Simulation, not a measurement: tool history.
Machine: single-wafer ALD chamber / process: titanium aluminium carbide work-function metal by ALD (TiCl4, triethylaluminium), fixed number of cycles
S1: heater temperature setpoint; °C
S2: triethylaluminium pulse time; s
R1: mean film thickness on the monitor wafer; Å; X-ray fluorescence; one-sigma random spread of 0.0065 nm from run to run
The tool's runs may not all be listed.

{"run": 1, "hour": 0.0, "S1": 285, "S2": 12.48, "R1": 17.242}
{"run": 2, "hour": 3.1, "S1": 285, "S2": 9.39, "R1": 16.603}
{"run": 3, "hour": 7.4, "S1": 275, "S2": 9.39, "R1": 15.804}
{"run": 4, "hour": 14.2, "S1": 275, "S2": 7.98, "R1": 15.284}
{"run": 5, "hour": 22.5, "S1": 275, "S2": 9.84, "R1": 15.963}
{"run": 6, "hour": 24.8, "S1": 275, "S2": 11.37, "R1": 16.253}

Run 7 has not been measured yet. What should we expect?
{"run": 7, "hour": 27.8, "S1": 287, "S2": 15.36, "R1": "?"}

{"run 7": {"R1": 17.484}}

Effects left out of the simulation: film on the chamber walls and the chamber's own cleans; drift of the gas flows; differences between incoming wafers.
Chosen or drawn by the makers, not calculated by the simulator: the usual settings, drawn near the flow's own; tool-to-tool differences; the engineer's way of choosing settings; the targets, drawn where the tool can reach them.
